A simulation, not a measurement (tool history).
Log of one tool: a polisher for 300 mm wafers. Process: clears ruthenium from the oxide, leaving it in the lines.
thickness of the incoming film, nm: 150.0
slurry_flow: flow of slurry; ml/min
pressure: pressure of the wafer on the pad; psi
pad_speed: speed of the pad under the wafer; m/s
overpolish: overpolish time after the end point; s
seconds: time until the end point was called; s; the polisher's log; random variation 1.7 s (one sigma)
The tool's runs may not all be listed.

run    day  slurry_flow  pressure  pad_speed  overpolish  seconds
  1  0.000          135       1.9       1.20           6   91.588
  2  0.208          135       1.7       1.20           6  103.570
  3  0.512          135       1.7       1.20           5  100.940
  4  0.538          135       1.6       1.20           5  111.120
  5  0.675          135       1.6       1.34           5  100.710
  6  0.800          135       1.5       1.34           5  106.190
  7  0.929          135       1.4       1.34           5  113.390

Forecast run 8:
  8  1.092          135       1.4       1.34           5        ?

seconds: 112.030 s
